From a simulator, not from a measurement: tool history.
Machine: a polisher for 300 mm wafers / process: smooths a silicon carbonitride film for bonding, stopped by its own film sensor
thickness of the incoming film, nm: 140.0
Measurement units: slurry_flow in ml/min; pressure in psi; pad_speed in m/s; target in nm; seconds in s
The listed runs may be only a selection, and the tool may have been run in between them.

run,day,slurry_flow,pressure,pad_speed,slurry_solids,target,seconds
1,0.000,200,2.2,0.90,1.00,96,155.07
2,0.350,200,2.2,0.90,1.15,96,142.71
3,0.700,200,2.2,0.90,1.25,96,139.41
4,0.925,165,2.2,0.90,1.25,96,145.47
5,1.192,175,2.4,0.92,1.25,96,127.95
6,1.254,135,2.4,0.92,1.25,96,140.10
7,1.350,140,2.4,0.92,1.25,96,138.64

What will run 8 give?
8,1.521,145,2.4,0.92,1.25,96,?

Run 8 came out at seconds 138.85 s.
